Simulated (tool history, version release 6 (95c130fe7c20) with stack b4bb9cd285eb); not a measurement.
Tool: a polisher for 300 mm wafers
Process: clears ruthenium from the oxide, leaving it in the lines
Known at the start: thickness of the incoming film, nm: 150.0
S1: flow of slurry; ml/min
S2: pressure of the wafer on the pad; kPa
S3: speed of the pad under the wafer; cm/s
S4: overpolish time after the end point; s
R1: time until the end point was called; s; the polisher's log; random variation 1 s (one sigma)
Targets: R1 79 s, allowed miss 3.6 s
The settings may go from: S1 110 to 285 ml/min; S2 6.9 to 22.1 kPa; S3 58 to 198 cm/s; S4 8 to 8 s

run  hour   S1    S2   S3  S4      R1
  1     0  180  14.5  128   8  103.56
  2     2  205  14.5  128   8  102.98
  3   9.7  205  14.5  114   8  109.08
  4  11.2  205  15.2  114   8  109.15
  5  19.3  245  15.2  114   8  102.96
  6  26.4  215  15.2  114   8  106.76
  7  30.8  215  15.9  114   8  102.75
  8    35  215  16.5  114   8  95.569

4 next moves are on the table. One of them brings every result within its allowed miss. Which?
  A  39.2  245  14.5  146   8   ?
  B  39.2  195  18.6  116   8   ?
  C  39.2  255  20.7  108   8   ?
  D  39.2  230  12.4  170   8   ?

move      R1
   A  87.043
   B  86.887
   C  80.894
   D  88.239
A: nearer than the last run, and not there yet
B: nearer than the last run, and not there yet
C: meets every target
D: nearer than the last run, and not there yet
The right move is C.
